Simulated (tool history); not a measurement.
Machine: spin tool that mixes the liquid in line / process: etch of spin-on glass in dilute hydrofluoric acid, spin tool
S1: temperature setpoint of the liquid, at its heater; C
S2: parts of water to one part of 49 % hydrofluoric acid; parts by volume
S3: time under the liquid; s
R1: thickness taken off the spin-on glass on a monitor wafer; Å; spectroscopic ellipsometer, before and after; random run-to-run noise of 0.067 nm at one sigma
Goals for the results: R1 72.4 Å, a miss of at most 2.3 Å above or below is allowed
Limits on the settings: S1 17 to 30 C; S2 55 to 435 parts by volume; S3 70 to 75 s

{"run": 1, "hour": 0.0, "S1": 22, "S2": 245, "S3": 70, "R1": 127.71}
{"run": 2, "hour": 4.9, "S1": 20.5, "S2": 245, "S3": 70, "R1": 119.81}
{"run": 3, "hour": 5.7, "S1": 17, "S2": 245, "S3": 70, "R1": 102.81}
{"run": 4, "hour": 14.0, "S1": 17, "S2": 175, "S3": 70, "R1": 159.55}
{"hour": 17.0, "done": "thermometer replaced"}
{"run": 5, "hour": 17.0, "S1": 17, "S2": 220, "S3": 70, "R1": 111.55}
{"run": 6, "hour": 25.8, "S1": 17, "S2": 245, "S3": 70, "R1": 95.835}
{"run": 7, "hour": 32.2, "S1": 17, "S2": 245, "S3": 70, "R1": 96.304}
{"run": 8, "hour": 40.6, "S1": 17, "S2": 260, "S3": 70, "R1": 90.405}
{"run": 9, "hour": 47.1, "S1": 17, "S2": 270, "S3": 70, "R1": 88.618}
{"run": 10, "hour": 51.2, "S1": 17, "S2": 285, "S3": 70, "R1": 80.387}

Below are 4 possible settings for the next run. Only one of them brings all results inside the allowed miss of their targets. Which is it?
{"run": "A", "hour": 55.3, "S1": 17, "S2": 270, "S3": 75, "R1": "?"}
{"run": "B", "hour": 55.3, "S1": 17, "S2": 270, "S3": 70, "R1": "?"}
{"run": "C", "hour": 55.3, "S1": 17, "S2": 310, "S3": 70, "R1": "?"}
{"run": "D", "hour": 55.3, "S1": 18, "S2": 290, "S3": 75, "R1": "?"}

move=A R1=92.645
move=B R1=86.469
move=C R1=72.816
move=D R1=88.073
A: further off than the last run
B: further off than the last run
C: all results in spec
D: further off than the last run
The right move is C.
